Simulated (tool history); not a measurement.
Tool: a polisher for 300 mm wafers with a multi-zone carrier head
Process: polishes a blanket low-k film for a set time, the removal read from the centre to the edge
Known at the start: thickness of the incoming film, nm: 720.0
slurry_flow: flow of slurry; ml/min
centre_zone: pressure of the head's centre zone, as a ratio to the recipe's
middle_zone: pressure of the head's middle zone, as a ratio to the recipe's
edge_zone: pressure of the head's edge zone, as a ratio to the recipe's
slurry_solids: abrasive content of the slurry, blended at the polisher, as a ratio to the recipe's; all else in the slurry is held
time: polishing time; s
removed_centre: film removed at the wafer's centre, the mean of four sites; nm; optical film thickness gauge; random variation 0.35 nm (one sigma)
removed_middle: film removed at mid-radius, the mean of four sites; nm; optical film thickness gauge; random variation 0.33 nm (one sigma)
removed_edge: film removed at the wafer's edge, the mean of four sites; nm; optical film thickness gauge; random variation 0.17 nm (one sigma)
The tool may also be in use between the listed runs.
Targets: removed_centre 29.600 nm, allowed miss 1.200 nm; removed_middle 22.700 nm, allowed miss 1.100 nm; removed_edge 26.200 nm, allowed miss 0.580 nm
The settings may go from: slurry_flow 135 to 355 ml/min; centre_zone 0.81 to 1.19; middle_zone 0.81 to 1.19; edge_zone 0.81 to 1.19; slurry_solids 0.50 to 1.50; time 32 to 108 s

run 1 day=0.000 | slurry_flow=225 centre_zone=1.00 middle_zone=1.00 edge_zone=1.00 slurry_solids=1.00 time=70 | removed_centre=22.597 removed_middle=22.379 removed_edge=22.423
run 2 day=0.308 | slurry_flow=225 centre_zone=1.00 middle_zone=1.00 edge_zone=1.00 slurry_solids=1.20 time=70 | removed_centre=23.853 removed_middle=24.270 removed_edge=24.355
run 3 day=0.592 | slurry_flow=200 centre_zone=1.00 middle_zone=1.00 edge_zone=1.00 slurry_solids=1.20 time=70 | removed_centre=23.918 removed_middle=23.901 removed_edge=24.161
run 4 day=0.942 | slurry_flow=200 centre_zone=1.00 middle_zone=1.00 edge_zone=0.96 slurry_solids=1.20 time=70 | removed_centre=23.679 removed_middle=24.585 removed_edge=23.527
run 5 day=1.150 | slurry_flow=200 centre_zone=1.00 middle_zone=1.00 edge_zone=0.96 slurry_solids=1.10 time=70 | removed_centre=23.163 removed_middle=23.704 removed_edge=22.735
run 6 day=1.383 | slurry_flow=200 centre_zone=1.06 middle_zone=1.00 edge_zone=0.96 slurry_solids=1.10 time=70 | removed_centre=24.674 removed_middle=24.095 removed_edge=22.664
run 7 day=1.583 | slurry_flow=265 centre_zone=1.16 middle_zone=0.90 edge_zone=1.06 slurry_solids=1.20 time=70 | removed_centre=27.698 removed_middle=22.791 removed_edge=25.426
run 8 day=1.942 | slurry_flow=270 centre_zone=1.17 middle_zone=0.89 edge_zone=1.06 slurry_solids=1.20 time=70 | removed_centre=29.684 removed_middle=22.513 removed_edge=24.990
run 9 day=2.196 | slurry_flow=275 centre_zone=1.17 middle_zone=0.89 edge_zone=1.07 slurry_solids=1.20 time=70 | removed_centre=28.538 removed_middle=22.580 removed_edge=25.112
run 10 day=2.512 | slurry_flow=275 centre_zone=1.17 middle_zone=0.89 edge_zone=1.08 slurry_solids=1.20 time=70 | removed_centre=29.524 removed_middle=22.575 removed_edge=25.127
run 11 day=2.725 | slurry_flow=290 centre_zone=1.13 middle_zone=0.87 edge_zone=1.15 slurry_solids=1.20 time=70 | removed_centre=28.028 removed_middle=22.626 removed_edge=26.431

4 next moves are on the table. One of them brings every result within its allowed miss. Which?
run A day=2.938 | slurry_flow=325 centre_zone=1.16 middle_zone=0.86 edge_zone=1.19 slurry_solids=1.25 time=70 | removed_centre=? removed_middle=? removed_edge=?
run B day=2.938 | slurry_flow=280 centre_zone=0.96 middle_zone=0.88 edge_zone=1.19 slurry_solids=1.40 time=67 | removed_centre=? removed_middle=? removed_edge=?
run C day=2.938 | slurry_flow=340 centre_zone=1.11 middle_zone=0.82 edge_zone=0.98 slurry_solids=0.85 time=85 | removed_centre=? removed_middle=? removed_edge=?
run D day=2.938 | slurry_flow=275 centre_zone=1.03 middle_zone=0.87 edge_zone=1.12 slurry_solids=1.30 time=69 | removed_centre=? removed_middle=? removed_edge=?

move=A removed_centre=29.285 removed_middle=22.605 removed_edge=27.360
move=B removed_centre=23.753 removed_middle=22.653 removed_edge=26.954
move=C removed_centre=29.667 removed_middle=23.045 removed_edge=26.276
move=D removed_centre=25.571 removed_middle=22.506 removed_edge=26.214
A: brings the result that was furthest off to its target, and leaves another outside
B: further off than the last run
C: meets every target
D: further off than the last run
Answer: C

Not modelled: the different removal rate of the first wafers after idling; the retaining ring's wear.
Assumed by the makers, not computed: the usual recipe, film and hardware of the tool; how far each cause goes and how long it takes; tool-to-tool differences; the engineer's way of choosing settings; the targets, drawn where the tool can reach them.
